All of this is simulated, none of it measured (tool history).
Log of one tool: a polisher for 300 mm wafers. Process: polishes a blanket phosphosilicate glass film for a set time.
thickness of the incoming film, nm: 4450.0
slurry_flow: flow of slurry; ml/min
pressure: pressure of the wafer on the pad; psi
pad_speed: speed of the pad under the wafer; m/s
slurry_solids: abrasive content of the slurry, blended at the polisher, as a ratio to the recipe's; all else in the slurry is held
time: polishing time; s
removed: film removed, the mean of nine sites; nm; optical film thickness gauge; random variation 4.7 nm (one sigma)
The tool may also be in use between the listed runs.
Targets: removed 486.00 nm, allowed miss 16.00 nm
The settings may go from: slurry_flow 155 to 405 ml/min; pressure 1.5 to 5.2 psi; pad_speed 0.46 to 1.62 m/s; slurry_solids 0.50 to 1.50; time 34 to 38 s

run	hour	slurry_flow	pressure	pad_speed	slurry_solids	time	removed
1	0.0	260	3.3	1.04	1.00	38	328.18
2	1.6	260	3.7	1.04	1.00	38	359.95
3	10.2	260	3.7	1.04	1.00	34	323.78
4	17.0	260	4.1	1.06	1.00	34	364.48
5	20.8	260	4.4	1.08	1.00	34	391.77
6	22.0	260	4.4	1.08	1.15	34	417.14
7	29.0	260	4.6	1.08	1.15	34	427.91
8	35.8	260	4.8	1.08	1.15	34	447.82
9	40.7	260	4.9	1.08	1.15	34	464.48

Which of these 5 next moves meets every target?
A	45.6	315	5.1	0.98	1.15	36	?
B	45.6	255	4.7	1.06	1.00	36	?
C	45.6	240	4.4	1.10	1.20	35	?
D	45.6	250	5.0	0.92	1.20	35	?
E	45.6	285	5.2	0.86	0.95	37	?

move	removed
A	484.36
B	434.09
C	435.18
D	447.43
E	431.93
A: meets every target
B: further off than the last run
C: further off than the last run
D: further off than the last run
E: further off than the last run
Move A is the one to make.

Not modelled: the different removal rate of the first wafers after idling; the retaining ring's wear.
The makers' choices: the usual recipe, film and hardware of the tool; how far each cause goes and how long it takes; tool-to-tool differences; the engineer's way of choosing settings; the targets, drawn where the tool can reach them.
